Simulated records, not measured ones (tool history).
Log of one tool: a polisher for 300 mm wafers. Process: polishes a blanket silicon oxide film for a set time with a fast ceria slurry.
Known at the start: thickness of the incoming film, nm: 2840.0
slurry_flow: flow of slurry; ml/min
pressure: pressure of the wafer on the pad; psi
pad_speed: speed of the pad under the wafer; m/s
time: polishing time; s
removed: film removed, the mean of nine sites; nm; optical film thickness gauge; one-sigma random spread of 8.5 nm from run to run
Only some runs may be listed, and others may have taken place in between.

run	hour	slurry_flow	pressure	pad_speed	time	removed
1	0	310	2.2	1.14	94	1470.2
2	9	345	2.2	1.14	94	1471.7
3	14.8	345	2.2	0.96	94	1264
4	23.5	345	2.2	0.74	94	1041.2
5	31.1	345	2.1	0.74	94	1014.1
6	32.4	345	2	0.74	94	977.27
7	35	345	1.9	0.74	94	949.23

Expected results for the next run?
8	37.6	345	1.8	0.74	94	?

Run 8 came out at removed 926.06 nm.
